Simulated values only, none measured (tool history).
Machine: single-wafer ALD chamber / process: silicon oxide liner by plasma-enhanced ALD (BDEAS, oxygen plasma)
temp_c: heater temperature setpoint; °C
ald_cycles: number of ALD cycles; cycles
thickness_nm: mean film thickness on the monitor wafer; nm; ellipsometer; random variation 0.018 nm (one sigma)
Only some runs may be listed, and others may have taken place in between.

| run | hour | temp_c | ald_cycles | thickness_nm |
|---|---|---|---|---|
| 1 | 0 | 325 | 56 | 5.1688 |
| 2 | 7.5 | 325 | 48 | 4.4364 |
| 3 | 12.3 | 314 | 48 | 4.4798 |
| 4 | 15.5 | 314 | 51 | 4.7826 |
| 5 | 21.2 | 315 | 47 | 4.3909 |
| 6 | 25.5 | 321 | 47 | 4.3555 |
| 7 | 34.1 | 321 | 45 | 4.1792 |

What will run 8 give?
| 8 | 39.4 | 321 | 44 | ? |

{"run 8": {"thickness_nm": 4.0831}}

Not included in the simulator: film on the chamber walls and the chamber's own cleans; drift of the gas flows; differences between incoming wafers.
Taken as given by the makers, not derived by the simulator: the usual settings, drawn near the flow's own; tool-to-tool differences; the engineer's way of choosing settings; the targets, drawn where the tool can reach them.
